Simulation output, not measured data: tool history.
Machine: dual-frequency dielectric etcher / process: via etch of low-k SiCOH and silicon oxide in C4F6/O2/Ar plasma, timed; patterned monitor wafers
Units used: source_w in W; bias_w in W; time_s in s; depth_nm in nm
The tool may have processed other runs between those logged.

| run | hour | source_w | bias_w | time_s | depth_nm |
|---|---|---|---|---|---|
| 1 | 0.0 | 390 | 250 | 37.5 | 116.95 |
| 2 | 1.6 | 350 | 242 | 37.5 | 110.28 |
| 3 | 6.2 | 350 | 242 | 37.5 | 108.64 |
| 4 | 8.5 | 330 | 240 | 37.5 | 105.57 |
| 5 | 11.8 | 320 | 239 | 37.5 | 105.25 |
| 6 | 19.7 | 320 | 274 | 37.5 | 112.54 |
| 7 | 21.4 | 300 | 270 | 37.5 | 108.54 |

For run 8, what comes out?
| 8 | 25.2 | 280 | 268 | 37.5 | ? |

{"run 8": {"depth_nm": 104.91}}

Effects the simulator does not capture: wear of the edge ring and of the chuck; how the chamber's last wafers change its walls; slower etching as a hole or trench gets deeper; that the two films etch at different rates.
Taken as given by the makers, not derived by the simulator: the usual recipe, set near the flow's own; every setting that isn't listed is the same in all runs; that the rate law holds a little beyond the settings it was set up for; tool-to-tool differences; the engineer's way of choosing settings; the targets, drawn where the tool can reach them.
